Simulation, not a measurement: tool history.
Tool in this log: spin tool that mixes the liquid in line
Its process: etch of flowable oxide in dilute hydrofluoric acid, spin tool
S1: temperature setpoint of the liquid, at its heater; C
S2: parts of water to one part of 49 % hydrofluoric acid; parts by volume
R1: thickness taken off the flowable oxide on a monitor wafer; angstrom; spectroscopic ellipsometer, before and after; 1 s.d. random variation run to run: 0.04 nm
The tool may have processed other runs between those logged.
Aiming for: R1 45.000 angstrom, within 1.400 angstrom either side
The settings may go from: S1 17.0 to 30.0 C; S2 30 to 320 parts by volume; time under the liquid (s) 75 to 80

{"run": 1, "hour": 0.0, "S1": 22.0, "S2": 175, "time under the liquid (s)": 75, "R1": 92.599}
{"run": 2, "hour": 3.0, "S1": 20.5, "S2": 200, "time under the liquid (s)": 75, "R1": 74.793}
{"run": 3, "hour": 9.8, "S1": 20.5, "S2": 200, "time under the liquid (s)": 75, "R1": 74.779}
{"run": 4, "hour": 11.9, "S1": 19.5, "S2": 220, "time under the liquid (s)": 75, "R1": 63.825}
{"run": 5, "hour": 14.1, "S1": 19.0, "S2": 235, "time under the liquid (s)": 75, "R1": 58.016}
{"run": 6, "hour": 16.8, "S1": 19.0, "S2": 270, "time under the liquid (s)": 75, "R1": 48.523}
{"run": 7, "hour": 23.9, "S1": 18.5, "S2": 270, "time under the liquid (s)": 75, "R1": 47.959}
{"run": 8, "hour": 28.9, "S1": 18.0, "S2": 270, "time under the liquid (s)": 75, "R1": 47.174}

Consider the 4 candidate settings below. Which is the only one whose results all fall within their allowed miss of target?
{"run": "A", "hour": 33.9, "S1": 17.0, "S2": 270, "time under the liquid (s)": 80, "R1": "?"}
{"run": "B", "hour": 33.9, "S1": 17.0, "S2": 255, "time under the liquid (s)": 75, "R1": "?"}
{"run": "C", "hour": 33.9, "S1": 17.5, "S2": 290, "time under the liquid (s)": 80, "R1": "?"}
{"run": "D", "hour": 33.9, "S1": 17.5, "S2": 290, "time under the liquid (s)": 75, "R1": "?"}

move=A R1=47.724
move=B R1=48.017
move=C R1=44.470
move=D R1=41.691
A: its largest miss is bigger than the last run's
B: its largest miss is bigger than the last run's
C: every result lands within tolerance
D: moves the result that the last run missed by most past its target, out the other side
The move that meets every target is C.

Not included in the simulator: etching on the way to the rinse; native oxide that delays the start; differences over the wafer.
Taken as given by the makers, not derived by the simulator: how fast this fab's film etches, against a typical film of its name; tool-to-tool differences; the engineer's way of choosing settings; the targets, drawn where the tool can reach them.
